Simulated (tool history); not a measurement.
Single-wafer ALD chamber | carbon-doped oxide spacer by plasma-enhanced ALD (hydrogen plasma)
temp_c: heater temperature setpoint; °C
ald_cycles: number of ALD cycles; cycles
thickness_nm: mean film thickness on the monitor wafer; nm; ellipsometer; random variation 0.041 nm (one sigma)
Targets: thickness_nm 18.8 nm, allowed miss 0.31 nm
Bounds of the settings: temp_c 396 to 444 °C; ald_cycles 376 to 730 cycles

run  hour  temp_c  ald_cycles  thickness_nm
  1     0     420         553        25.589
  2     2     420         602        27.978
  3   6.2     420         566        26.237
  4  10.8     420         621        28.905
  5  19.8     420         685        31.824
  6  29.5     424         622         28.53
  7    36     436         534        23.749
  8  38.7     437         507        22.386
  9  40.5     443         419        18.196
 10  49.8     442         421        18.379
 11  53.9     441         422         18.48

5 next moves are on the table. One of them brings every result within its allowed miss. Which?
  A    58     438         443             ?
  B    58     439         428             ?
  C    58     444         451             ?
  D    58     436         440             ?
  E    58     434         434             ?

move  thickness_nm
   A        19.497
   B        18.782
   C        19.497
   D         19.48
   E        19.327
A: takes the result that was furthest off past its target
B: meets every target
C: takes the result that was furthest off past its target
D: takes the result that was furthest off past its target
E: takes the result that was furthest off past its target
The right move is B.
